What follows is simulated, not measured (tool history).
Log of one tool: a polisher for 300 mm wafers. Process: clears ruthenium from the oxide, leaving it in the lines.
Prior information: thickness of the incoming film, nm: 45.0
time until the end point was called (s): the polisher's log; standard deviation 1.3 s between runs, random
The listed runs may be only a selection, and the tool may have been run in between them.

run,hour,flow of slurry (ml/min),pressure of the wafer on the pad (kPa),speed of the pad under the wafer (m/s),overpolish time after the end point (s),time until the end point was called (s)
1,0.0,225,9.0,0.80,26,73.685
2,8.0,225,8.3,0.80,26,80.443
3,9.0,225,7.6,0.80,26,85.107
4,13.6,225,7.6,0.80,28,86.335
5,21.5,225,7.6,0.80,26,85.094
6,23.9,225,7.6,0.80,26,84.117
7,32.8,225,6.9,0.80,26,90.330

Predict the results of run 8:
8,40.6,225,6.2,0.80,26,?

time until the end point was called (s): 99.717
